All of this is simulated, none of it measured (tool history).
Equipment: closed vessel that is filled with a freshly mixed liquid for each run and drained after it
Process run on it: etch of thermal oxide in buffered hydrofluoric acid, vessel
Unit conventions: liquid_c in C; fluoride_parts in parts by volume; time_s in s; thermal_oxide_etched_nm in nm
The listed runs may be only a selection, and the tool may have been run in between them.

run,hour,liquid_c,fluoride_parts,time_s,thermal_oxide_etched_nm
1,0.0,24.0,10.5,35,46.315
2,1.9,24.0,8.5,35,55.099
3,5.9,24.0,8.5,35,54.933
4,13.2,26.5,8.5,35,62.861
5,17.2,26.5,8.5,30,53.856
6,21.1,26.5,10.5,30,45.178
7,23.7,27.5,10.0,30,49.983

Predict the results of run 8:
8,29.6,28.5,9.5,30,?

thermal_oxide_etched_nm: 54.649 nm
